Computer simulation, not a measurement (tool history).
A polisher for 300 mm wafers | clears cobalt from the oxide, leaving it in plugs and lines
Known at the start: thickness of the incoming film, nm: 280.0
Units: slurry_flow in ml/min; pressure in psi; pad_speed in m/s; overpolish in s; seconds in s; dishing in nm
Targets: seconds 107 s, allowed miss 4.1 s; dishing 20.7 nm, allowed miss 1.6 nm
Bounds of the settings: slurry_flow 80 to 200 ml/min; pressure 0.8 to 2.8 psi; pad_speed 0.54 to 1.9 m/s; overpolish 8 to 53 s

run,hour,slurry_flow,pressure,pad_speed,overpolish,seconds,dishing
1,0,130,1.8,1.22,27,50.858,51.616
2,6.6,100,1.8,1.22,27,53.499,49.091
3,15.4,100,1.8,1.36,27,49.019,52.11
4,23.9,95,1.7,1.18,23,59.651,46.107
5,31.7,95,1.7,1.3,23,54.656,45.582
6,35.3,90,1.5,1.26,20,64.931,42.172
7,38.3,90,1.3,1.24,17,73.8,36.047
8,44.8,90,1.2,1.22,15,83.045,32.859
9,45.8,110,1.1,1.18,13,88.088,27.037
10,51.5,110,1,1.18,12,95.596,23.761
11,55.1,115,0.9,1.18,12,102.85,22.902
12,58.9,150,0.8,1.16,8,111.99,15.849
13,60.1,145,0.8,1.16,9,111.62,17.092
14,65.7,140,0.8,1.16,9,112.09,16.853
15,74.5,135,0.8,1.16,9,112.07,16.612
16,77.4,130,0.8,1.16,9,117.12,16.44
17,80.4,130,0.8,1.16,9,116.68,17.166
18,82.9,125,0.8,1.16,9,115.23,16.079

Which of these 4 next moves meets every target?
A,85.4,160,0.8,1.06,10,?,?
B,85.4,120,0.8,1.16,12,?,?
C,85.4,85,0.8,1.38,8,?,?
D,85.4,125,0.8,1.28,11,?,?

move,seconds,dishing
A,118.79,17.646
B,115.29,20.926
C,107.26,15.93
D,103.83,21.204
A: as far off as the last run
B: brings the result that was furthest off to its target, and leaves another outside
C: as far off as the last run
D: meets every target
Move D is the one to make.

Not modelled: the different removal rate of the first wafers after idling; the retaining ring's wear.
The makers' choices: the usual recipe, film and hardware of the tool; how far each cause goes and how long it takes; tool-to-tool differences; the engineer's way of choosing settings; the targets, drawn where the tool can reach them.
